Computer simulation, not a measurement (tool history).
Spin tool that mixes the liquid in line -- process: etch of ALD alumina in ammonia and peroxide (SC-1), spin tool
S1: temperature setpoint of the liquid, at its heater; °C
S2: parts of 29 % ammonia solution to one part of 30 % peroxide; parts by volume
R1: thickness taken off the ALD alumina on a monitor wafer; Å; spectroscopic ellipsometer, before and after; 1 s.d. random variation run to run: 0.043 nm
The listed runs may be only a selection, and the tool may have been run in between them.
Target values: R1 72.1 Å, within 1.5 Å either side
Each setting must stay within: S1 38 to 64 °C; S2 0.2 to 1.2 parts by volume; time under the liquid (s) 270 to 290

run 1 hour=0 | S1=48 S2=1 time_under_the_liquid_(s)=270 | R1=126.79
run 2 hour=7.1 | S1=45 S2=1 time_under_the_liquid_(s)=270 | R1=105.6
run 3 hour=9.7 | S1=45 S2=1 time_under_the_liquid_(s)=270 | R1=106.6
run 4 hour=17.8 | S1=45 S2=1 time_under_the_liquid_(s)=290 | R1=113.01
run 5 hour=20.6 | S1=38.5 S2=1 time_under_the_liquid_(s)=290 | R1=78.239
run 6 hour=24.6 | S1=38.5 S2=0.95 time_under_the_liquid_(s)=290 | R1=77.821
run 7 hour=27.5 | S1=38.5 S2=0.9 time_under_the_liquid_(s)=290 | R1=77.81
run 8 hour=36.2 | S1=38.5 S2=0.85 time_under_the_liquid_(s)=290 | R1=76.744
run 9 hour=38.4 | S1=38.5 S2=0.8 time_under_the_liquid_(s)=290 | R1=76.442
run 10 hour=40.3 | S1=38.5 S2=0.75 time_under_the_liquid_(s)=290 | R1=76.018
run 11 hour=41.5 | S1=38.5 S2=0.7 time_under_the_liquid_(s)=290 | R1=76.844

4 candidate next runs follow, results not yet known. Just one meets every target within its allowed miss. Identify it.
run A hour=42.7 | S1=40.5 S2=0.65 time_under_the_liquid_(s)=290 | R1=?
run B hour=42.7 | S1=42.5 S2=0.45 time_under_the_liquid_(s)=270 | R1=?
run C hour=42.7 | S1=39.5 S2=0.8 time_under_the_liquid_(s)=285 | R1=?
run D hour=42.7 | S1=41 S2=0.2 time_under_the_liquid_(s)=270 | R1=?

move=A R1=84.174
move=B R1=85.036
move=C R1=79.549
move=D R1=72.086
A: further off than the last run
B: further off than the last run
C: further off than the last run
D: every result lands within tolerance
The right move is D.

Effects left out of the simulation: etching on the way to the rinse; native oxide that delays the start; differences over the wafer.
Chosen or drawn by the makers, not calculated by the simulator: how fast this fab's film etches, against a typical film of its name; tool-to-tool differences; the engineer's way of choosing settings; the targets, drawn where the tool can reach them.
